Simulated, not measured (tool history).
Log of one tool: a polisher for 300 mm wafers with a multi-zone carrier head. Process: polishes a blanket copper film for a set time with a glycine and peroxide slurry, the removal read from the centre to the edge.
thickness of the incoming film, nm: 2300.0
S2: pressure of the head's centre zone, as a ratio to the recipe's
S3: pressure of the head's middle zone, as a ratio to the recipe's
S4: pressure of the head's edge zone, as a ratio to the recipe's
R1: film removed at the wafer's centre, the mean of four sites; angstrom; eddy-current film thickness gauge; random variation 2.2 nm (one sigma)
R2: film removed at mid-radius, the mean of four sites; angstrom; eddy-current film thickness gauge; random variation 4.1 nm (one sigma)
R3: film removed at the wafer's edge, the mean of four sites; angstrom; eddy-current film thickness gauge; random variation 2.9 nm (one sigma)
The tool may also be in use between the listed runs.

run 1 hour=0 | flow_of_slurry_(ml/min)=140 S2=1 S3=1 S4=1 polishing_time_(s)=89 | R1=3240.2 R2=3272.3 R3=3311.3
run 2 hour=6.4 | flow_of_slurry_(ml/min)=135 S2=0.97 S3=1.01 S4=1 polishing_time_(s)=89 | R1=3065.4 R2=3391.7 R3=3287.4
run 3 hour=9.7 | flow_of_slurry_(ml/min)=135 S2=0.97 S3=1.01 S4=0.91 polishing_time_(s)=89 | R1=3046.5 R2=3327.9 R3=3153
run 4 hour=17 | flow_of_slurry_(ml/min)=160 S2=0.97 S3=1.01 S4=0.91 polishing_time_(s)=89 | R1=3159.8 R2=3544 R3=3258.8
run 5 hour=17.7 | flow_of_slurry_(ml/min)=150 S2=0.94 S3=1.01 S4=0.91 polishing_time_(s)=89 | R1=3095.8 R2=3346.7 R3=3230.9
run 6 hour=19.5 | flow_of_slurry_(ml/min)=170 S2=0.94 S3=1.01 S4=0.91 polishing_time_(s)=89 | R1=3195.1 R2=3521.2 R3=3257.1
run 7 hour=22.2 | flow_of_slurry_(ml/min)=155 S2=0.92 S3=1.03 S4=0.93 polishing_time_(s)=89 | R1=2949 R2=3467.5 R3=3250.1
run 8 hour=30.2 | flow_of_slurry_(ml/min)=115 S2=0.87 S3=1.07 S4=0.92 polishing_time_(s)=89 | R1=2659 R2=3325 R3=3067.8
run 9 hour=35.6 | flow_of_slurry_(ml/min)=110 S2=0.86 S3=1.07 S4=0.93 polishing_time_(s)=89 | R1=2579.8 R2=3386.7 R3=3081.5

Run 10 comes next. What will it give?
run 10 hour=40 | flow_of_slurry_(ml/min)=105 S2=0.85 S3=1.06 S4=0.94 polishing_time_(s)=89 | R1=? R2=? R3=?

{"run 10": {"R1": 2480.2, "R2": 3249.1, "R3": 3034.4}}

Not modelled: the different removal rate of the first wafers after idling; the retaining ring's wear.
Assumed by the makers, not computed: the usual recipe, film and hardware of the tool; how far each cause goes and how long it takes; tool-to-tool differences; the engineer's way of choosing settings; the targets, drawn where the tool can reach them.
